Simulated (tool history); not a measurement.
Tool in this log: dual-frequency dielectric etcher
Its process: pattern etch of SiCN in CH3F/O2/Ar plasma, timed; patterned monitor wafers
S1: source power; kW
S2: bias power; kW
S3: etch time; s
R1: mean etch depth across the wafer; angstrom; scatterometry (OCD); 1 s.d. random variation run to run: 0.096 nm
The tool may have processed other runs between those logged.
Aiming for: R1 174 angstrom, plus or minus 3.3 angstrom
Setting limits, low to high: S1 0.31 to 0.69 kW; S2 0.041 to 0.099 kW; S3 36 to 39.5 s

run  hour    S1     S2    S3      R1
  1     0   0.5   0.07  39.5  159.67
  2   1.9   0.5   0.07    36  146.52
  3   2.7  0.53  0.072    36  150.05
  4   8.8  0.55  0.077  36.5  154.98
  5  16.9  0.55  0.085  36.5  158.15
  6  23.9  0.55  0.085    36  159.19
  7  29.1  0.57  0.088    36     160
  8  32.3  0.58   0.09  36.5  164.88

Which single option among these 5 for the next run brings every result within its allowed miss of target? Just one does.
  A  35.5  0.55   0.09  36.5   ?
  B  35.5  0.55  0.089    36   ?
  C  35.5   0.6  0.087  38.5   ?
  D  35.5  0.66  0.084    36   ?
  E  35.5  0.61  0.082    36   ?

move      R1
   A  161.18
   B  158.53
   C  173.85
   D  166.76
   E  161.19
A: its largest miss is bigger than the last run's
B: its largest miss is bigger than the last run's
C: every result within its allowed miss
D: moves toward the targets from the last run without getting all of them in spec
E: its largest miss is bigger than the last run's
Move C is the one to make.
